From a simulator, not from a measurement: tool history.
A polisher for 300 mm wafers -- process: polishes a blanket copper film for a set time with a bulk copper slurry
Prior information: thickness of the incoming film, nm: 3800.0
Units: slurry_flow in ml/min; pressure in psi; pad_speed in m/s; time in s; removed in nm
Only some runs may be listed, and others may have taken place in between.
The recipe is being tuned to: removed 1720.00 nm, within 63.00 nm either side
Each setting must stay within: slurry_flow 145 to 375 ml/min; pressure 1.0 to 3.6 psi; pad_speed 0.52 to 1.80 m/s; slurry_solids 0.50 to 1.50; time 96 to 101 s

{"run": 1, "hour": 0.0, "slurry_flow": 240, "pressure": 2.3, "pad_speed": 1.16, "slurry_solids": 1.0, "time": 96, "removed": 905.29}
{"run": 2, "hour": 6.3, "slurry_flow": 240, "pressure": 2.5, "pad_speed": 1.18, "slurry_solids": 1.0, "time": 96, "removed": 987.58}
{"run": 3, "hour": 9.4, "slurry_flow": 285, "pressure": 2.5, "pad_speed": 1.18, "slurry_solids": 1.0, "time": 96, "removed": 1013.3}
{"run": 4, "hour": 16.9, "slurry_flow": 285, "pressure": 2.7, "pad_speed": 1.2, "slurry_solids": 1.0, "time": 96, "removed": 1115.2}
{"run": 5, "hour": 24.1, "slurry_flow": 285, "pressure": 2.7, "pad_speed": 0.94, "slurry_solids": 1.0, "time": 96, "removed": 881.84}
{"run": 6, "hour": 33.1, "slurry_flow": 285, "pressure": 2.8, "pad_speed": 1.0, "slurry_solids": 1.0, "time": 96, "removed": 969.53}
{"run": 7, "hour": 39.7, "slurry_flow": 290, "pressure": 3.4, "pad_speed": 1.3, "slurry_solids": 1.05, "time": 96, "removed": 1529.8}
{"run": 8, "hour": 40.5, "slurry_flow": 295, "pressure": 3.5, "pad_speed": 1.34, "slurry_solids": 1.05, "time": 96, "removed": 1633.1}

Next run, 5 choices. One meets every target within its allowed miss, the rest don't. Which?
{"run": "A", "hour": 41.3, "slurry_flow": 305, "pressure": 3.1, "pad_speed": 1.36, "slurry_solids": 1.0, "time": 101, "removed": "?"}
{"run": "B", "hour": 41.3, "slurry_flow": 260, "pressure": 3.6, "pad_speed": 1.22, "slurry_solids": 1.0, "time": 101, "removed": "?"}
{"run": "C", "hour": 41.3, "slurry_flow": 315, "pressure": 3.3, "pad_speed": 1.34, "slurry_solids": 0.95, "time": 98, "removed": "?"}
{"run": "D", "hour": 41.3, "slurry_flow": 280, "pressure": 3.4, "pad_speed": 1.52, "slurry_solids": 0.85, "time": 96, "removed": "?"}
{"run": "E", "hour": 41.3, "slurry_flow": 280, "pressure": 3.5, "pad_speed": 1.26, "slurry_solids": 1.2, "time": 96, "removed": "?"}

move=A removed=1542.80
move=B removed=1581.70
move=C removed=1562.40
move=D removed=1737.50
move=E removed=1560.00
A: misses by more than the last run did
B: misses by more than the last run did
C: misses by more than the last run did
D: hits every target within its allowed miss
E: misses by more than the last run did
Move D is the one to make.
